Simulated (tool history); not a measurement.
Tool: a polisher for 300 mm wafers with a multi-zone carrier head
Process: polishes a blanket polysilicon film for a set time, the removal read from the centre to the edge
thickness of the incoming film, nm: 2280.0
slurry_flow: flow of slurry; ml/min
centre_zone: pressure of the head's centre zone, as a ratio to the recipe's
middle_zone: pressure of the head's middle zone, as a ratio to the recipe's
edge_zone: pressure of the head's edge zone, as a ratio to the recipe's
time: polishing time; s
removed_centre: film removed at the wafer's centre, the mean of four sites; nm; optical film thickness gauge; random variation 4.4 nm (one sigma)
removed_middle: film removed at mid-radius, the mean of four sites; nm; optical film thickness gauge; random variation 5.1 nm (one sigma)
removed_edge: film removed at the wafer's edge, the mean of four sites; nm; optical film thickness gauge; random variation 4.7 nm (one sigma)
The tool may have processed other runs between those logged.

run,day,slurry_flow,centre_zone,middle_zone,edge_zone,time,removed_centre,removed_middle,removed_edge
1,0,210,1,1,1,74,436.78,423.64,431.93
2,0.221,210,1,1,1,89,531.58,509.94,511.61
3,0.471,170,1,1,1,89,516.68,492.16,496.3
4,0.562,180,1.01,1.01,0.99,89,522.8,499.52,494.57
5,0.729,190,1.02,1.02,0.98,89,535.59,510.72,505.86
6,1,190,1.02,1.02,0.94,89,532.24,511.82,498.92
7,1.188,195,1.03,1.03,0.93,89,539.12,515.16,488.79
8,1.529,200,1.04,1.03,0.93,89,550.76,510.52,490.93

Expected results for the next run?
9,1.625,200,1.04,1.03,0.93,89,?,?,?

removed_centre: 554.34 nm
removed_middle: 522.68 nm
removed_edge: 489.49 nm

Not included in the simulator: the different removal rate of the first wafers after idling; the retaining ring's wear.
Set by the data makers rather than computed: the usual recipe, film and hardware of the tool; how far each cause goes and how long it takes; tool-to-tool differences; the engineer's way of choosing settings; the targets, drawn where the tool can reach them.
